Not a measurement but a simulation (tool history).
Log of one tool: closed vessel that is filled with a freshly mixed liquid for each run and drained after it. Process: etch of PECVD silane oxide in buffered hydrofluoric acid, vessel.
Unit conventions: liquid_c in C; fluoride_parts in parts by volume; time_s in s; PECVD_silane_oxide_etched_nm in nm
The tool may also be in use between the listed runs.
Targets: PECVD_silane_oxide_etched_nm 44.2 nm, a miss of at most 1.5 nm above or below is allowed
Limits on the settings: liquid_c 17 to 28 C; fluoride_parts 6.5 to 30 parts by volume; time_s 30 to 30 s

run,hour,liquid_c,fluoride_parts,time_s,PECVD_silane_oxide_etched_nm
1,0,20,18.5,30,19.535
2,1.1,22,16.5,30,24.045
3,3.2,23.5,15,30,28.083
4,10.3,24.5,13.5,30,33.887
5,19.2,25.5,13,30,37.507
6,22,26,13,30,38.231
7,24.1,26.5,13,30,38.492
8,32.1,27,12.5,30,41.297

4 candidate next runs follow, results not yet known. Just one meets every target within its allowed miss. Identify it.
A,40.1,26,11,30,?
B,40.1,27.5,11,30,?
C,40.1,26.5,10.5,30,?
D,40.1,27,10.5,30,?

move,PECVD_silane_oxide_etched_nm
A,44.591
B,48.322
C,47.928
D,49.229
A: meets every target
B: moves the result that the last run missed by most past its target, out the other side
C: moves the result that the last run missed by most past its target, out the other side
D: moves the result that the last run missed by most past its target, out the other side
The move that meets every target is A.
